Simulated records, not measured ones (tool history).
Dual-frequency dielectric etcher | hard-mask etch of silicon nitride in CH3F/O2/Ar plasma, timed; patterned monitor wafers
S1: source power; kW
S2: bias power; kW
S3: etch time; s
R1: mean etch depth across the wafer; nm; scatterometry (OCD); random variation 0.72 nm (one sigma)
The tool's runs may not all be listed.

run	hour	S1	S2	S3	R1
1	0.0	0.470	0.057	244.0	161.17
2	7.6	0.380	0.057	244.0	152.77
3	15.0	0.380	0.049	244.0	147.68
4	21.8	0.380	0.055	244.0	151.19
5	28.8	0.380	0.055	254.5	158.10
6	37.0	0.380	0.055	254.5	156.79
7	38.2	0.410	0.057	254.5	161.33

Forecast run 8:
8	45.9	0.440	0.059	254.5	?

Run 8 gave R1 167.05 nm.

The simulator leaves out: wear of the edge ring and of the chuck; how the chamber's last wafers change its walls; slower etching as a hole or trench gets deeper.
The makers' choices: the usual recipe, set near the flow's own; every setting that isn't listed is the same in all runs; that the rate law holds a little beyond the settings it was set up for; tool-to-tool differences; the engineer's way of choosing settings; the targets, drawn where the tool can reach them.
